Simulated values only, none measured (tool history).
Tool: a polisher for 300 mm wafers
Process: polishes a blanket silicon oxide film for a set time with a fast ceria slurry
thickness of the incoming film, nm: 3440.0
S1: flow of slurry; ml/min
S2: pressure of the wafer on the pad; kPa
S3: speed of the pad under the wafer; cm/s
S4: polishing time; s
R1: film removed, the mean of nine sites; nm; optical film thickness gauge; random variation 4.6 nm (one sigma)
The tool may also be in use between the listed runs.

run,hour,S1,S2,S3,S4,R1
1,0,190,19.3,80,83,891.81
2,6.2,190,17.2,76,83,760.51
3,10.8,190,15.9,72,83,665.45
4,14.2,190,14.5,70,83,578.01
5,15.2,190,13.1,70,83,531.64
6,17.3,190,15.9,70,83,647.6
7,24.7,190,14.5,68,83,583.17

Run 8 comes next. What will it give?
8,26.7,190,13.1,66,83,?

{"run 8": {"R1": 497.67}}
